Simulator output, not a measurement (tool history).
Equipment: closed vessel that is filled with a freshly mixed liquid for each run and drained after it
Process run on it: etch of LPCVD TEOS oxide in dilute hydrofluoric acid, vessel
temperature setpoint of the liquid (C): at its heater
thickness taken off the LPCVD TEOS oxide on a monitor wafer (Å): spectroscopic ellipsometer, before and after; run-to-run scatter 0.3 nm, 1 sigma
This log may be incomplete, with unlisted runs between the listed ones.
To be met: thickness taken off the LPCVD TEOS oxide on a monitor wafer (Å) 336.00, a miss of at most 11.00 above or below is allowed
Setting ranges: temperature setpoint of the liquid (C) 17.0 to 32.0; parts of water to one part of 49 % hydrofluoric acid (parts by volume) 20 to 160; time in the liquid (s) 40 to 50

run    day  temperature setpoint of the liquid (C)  parts of water to one part of 49 % hydrofluoric acid (parts by volume)  time in the liquid (s)  thickness taken off the LPCVD TEOS oxide on a monitor wafer (Å)
  1  0.000                                    24.0                                                                      90                      50                                                           142.55
  2  0.212                                    26.5                                                                      90                      50                                                           157.21
  3  0.508                                    23.0                                                                      90                      50                                                           137.02
  4  0.592                                    23.0                                                                      90                      40                                                           110.54
  5  0.908                                    25.0                                                                      80                      40                                                           136.29
  6  0.938                                    25.0                                                                      80                      50                                                           170.40
  7  1.250                                    26.5                                                                      75                      50                                                           194.71
  8  1.608                                    27.5                                                                      70                      50                                                           214.98
  9  1.667                                    28.5                                                                      65                      50                                                           249.47
 10  1.821                                    29.0                                                                      65                      50                                                           248.80
 11  2.100                                    29.5                                                                      65                      50                                                           255.90
 12  2.367                                    29.5                                                                      65                      50                                                           257.56
 13  2.533                                    30.0                                                                      65                      50                                                           261.89
 14  2.679                                    30.5                                                                      65                      50                                                           267.84
 15  3.054                                    31.0                                                                      65                      50                                                           270.88
 16  3.212                                    31.0                                                                      60                      50                                                           298.88

Which of these 5 next moves meets every target?
  A  3.371                                    32.0                                                                      55                      50                                                                ?
  B  3.371                                    27.5                                                                      50                      50                                                                ?
  C  3.371                                    31.0                                                                      55                      40                                                                ?
  D  3.371                                    30.5                                                                      60                      50                                                                ?
  E  3.371                                    29.5                                                                      60                      50                                                                ?

move  thickness taken off the LPCVD TEOS oxide on a monitor wafer (Å)
   A                                                           336.33
   B                                                           312.46
   C                                                           258.88
   D                                                           288.70
   E                                                           277.70
A: all results land within tolerance of their targets
B: closes in on the targets versus the last run, not all within tolerance yet
C: moves away from the targets compared with the last run
D: moves away from the targets compared with the last run
E: moves away from the targets compared with the last run
Correct choice: A, which meets every target

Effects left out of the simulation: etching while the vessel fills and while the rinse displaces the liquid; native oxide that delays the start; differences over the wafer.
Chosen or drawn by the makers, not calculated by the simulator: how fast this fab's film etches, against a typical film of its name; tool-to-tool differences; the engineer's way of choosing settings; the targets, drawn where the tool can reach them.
